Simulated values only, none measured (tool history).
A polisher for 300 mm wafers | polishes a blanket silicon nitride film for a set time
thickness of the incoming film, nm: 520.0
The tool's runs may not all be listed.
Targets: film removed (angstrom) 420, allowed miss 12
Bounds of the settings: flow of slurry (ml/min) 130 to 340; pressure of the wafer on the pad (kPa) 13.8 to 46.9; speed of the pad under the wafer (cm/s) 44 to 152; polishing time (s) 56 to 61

run,hour,flow of slurry (ml/min),pressure of the wafer on the pad (kPa),speed of the pad under the wafer (cm/s),polishing time (s),film removed (angstrom)
1,0,220,30.3,98,61,1307.7
2,0.6,205,28.3,90,60,1144.1
3,4.5,205,28.3,90,61,1134.7
4,8.9,195,26.2,84,60,970.96
5,12.9,190,24.1,78,60,843.63
6,18.9,190,22.8,74,60,771.97
7,19.6,190,21.4,70,60,692.58
8,20.3,190,20,68,60,633.96
9,25.4,190,19.3,66,60,597.06
10,33.6,180,13.8,46,59,316.68
11,39.5,190,14.5,46,59,336.42
12,41.6,190,14.5,46,59,336.19
13,42.3,190,15.2,46,59,355.92
14,48.6,190,15.2,46,59,351.8
15,56.1,210,21.4,46,59,498.42

5 next moves are on the table. One of them brings every result within its allowed miss. Which?
A,63.6,190,16.5,50,61,?
B,63.6,215,17.9,44,56,?
C,63.6,180,22.1,50,61,?
D,63.6,230,14.5,54,56,?
E,63.6,235,24.1,58,56,?

move,film removed (angstrom)
A,423.47
B,385.54
C,552.19
D,374.47
E,646.48
A: meets every target
B: takes the result that was furthest off past its target
C: further off than the last run
D: takes the result that was furthest off past its target
E: further off than the last run
The right move is A.

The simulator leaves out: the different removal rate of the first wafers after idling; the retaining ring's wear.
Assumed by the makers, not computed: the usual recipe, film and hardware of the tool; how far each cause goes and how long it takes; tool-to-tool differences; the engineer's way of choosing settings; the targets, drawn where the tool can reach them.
